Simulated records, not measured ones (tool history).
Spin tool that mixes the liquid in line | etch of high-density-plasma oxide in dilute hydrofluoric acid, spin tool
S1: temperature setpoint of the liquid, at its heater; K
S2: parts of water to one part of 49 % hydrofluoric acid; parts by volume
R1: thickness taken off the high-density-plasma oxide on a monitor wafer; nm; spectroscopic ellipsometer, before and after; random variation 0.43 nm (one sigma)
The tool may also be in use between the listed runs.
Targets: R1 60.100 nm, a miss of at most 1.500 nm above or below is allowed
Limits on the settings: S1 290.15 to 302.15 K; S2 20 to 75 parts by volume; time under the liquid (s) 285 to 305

run 1 hour=0.0 | S1=294.15 S2=45 time_under_the_liquid_(s)=285 | R1=36.482
run 2 hour=7.4 | S1=296.15 S2=45 time_under_the_liquid_(s)=285 | R1=39.200
run 3 hour=8.6 | S1=296.15 S2=60 time_under_the_liquid_(s)=285 | R1=28.853
run 4 hour=17.2 | S1=297.65 S2=55 time_under_the_liquid_(s)=285 | R1=34.196
run 5 hour=23.6 | S1=298.65 S2=50 time_under_the_liquid_(s)=285 | R1=38.601
run 6 hour=31.6 | S1=298.65 S2=50 time_under_the_liquid_(s)=305 | R1=41.946
run 7 hour=33.4 | S1=299.65 S2=45 time_under_the_liquid_(s)=305 | R1=48.348
run 8 hour=38.2 | S1=300.15 S2=45 time_under_the_liquid_(s)=305 | R1=48.799
run 9 hour=45.7 | S1=300.65 S2=45 time_under_the_liquid_(s)=305 | R1=50.171
run 10 hour=49.0 | S1=301.15 S2=45 time_under_the_liquid_(s)=305 | R1=51.036
run 11 hour=52.3 | S1=301.65 S2=45 time_under_the_liquid_(s)=305 | R1=51.975

Below are 5 possible settings for the next run. Only one of them brings all results inside the allowed miss of their targets. Which is it?
run A hour=55.6 | S1=299.15 S2=35 time_under_the_liquid_(s)=285 | R1=?
run B hour=55.6 | S1=302.15 S2=40 time_under_the_liquid_(s)=305 | R1=?
run C hour=55.6 | S1=300.65 S2=35 time_under_the_liquid_(s)=300 | R1=?
run D hour=55.6 | S1=301.15 S2=45 time_under_the_liquid_(s)=295 | R1=?
run E hour=55.6 | S1=302.15 S2=40 time_under_the_liquid_(s)=285 | R1=?

move=A R1=57.194
move=B R1=60.031
move=C R1=64.005
move=D R1=49.218
move=E R1=56.094
A: nearer than the last run, and not there yet
B: each result inside its tolerance
C: takes the result that was furthest off past its target
D: its largest miss is bigger than the last run's
E: nearer than the last run, and not there yet
So the answer is move B, the one that meets all the targets.
